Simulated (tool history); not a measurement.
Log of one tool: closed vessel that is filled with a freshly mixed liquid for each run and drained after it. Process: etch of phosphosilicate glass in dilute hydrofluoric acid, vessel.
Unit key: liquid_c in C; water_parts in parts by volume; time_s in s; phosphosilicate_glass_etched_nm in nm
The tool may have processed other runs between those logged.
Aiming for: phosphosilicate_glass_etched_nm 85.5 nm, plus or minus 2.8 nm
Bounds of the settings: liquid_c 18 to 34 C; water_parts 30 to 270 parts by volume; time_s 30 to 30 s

run	hour	liquid_c	water_parts	time_s	phosphosilicate_glass_etched_nm
1	0	26	150	30	33.269
2	1.9	26	150	30	32.45
3	5	27.5	135	30	38.45
4	6.1	31	135	30	44.759
5	7.5	31	90	30	70.989
6	9.3	31.5	90	30	73.586
7	11.2	32	90	30	73.513
8	16.7	32.5	90	30	76.426

4 candidate next runs follow, results not yet known. Just one meets every target within its allowed miss. Identify it.
A	22.2	32.5	75	30	?
B	22.2	34	85	30	?
C	22.2	34	80	30	?
D	22.2	28	75	30	?

move	phosphosilicate_glass_etched_nm
A	91.889
B	84.375
C	90.368
D	77.357
A: takes the result that was furthest off past its target
B: every result within its allowed miss
C: takes the result that was furthest off past its target
D: nearer than the last run, and not there yet
Move B is the one to make.
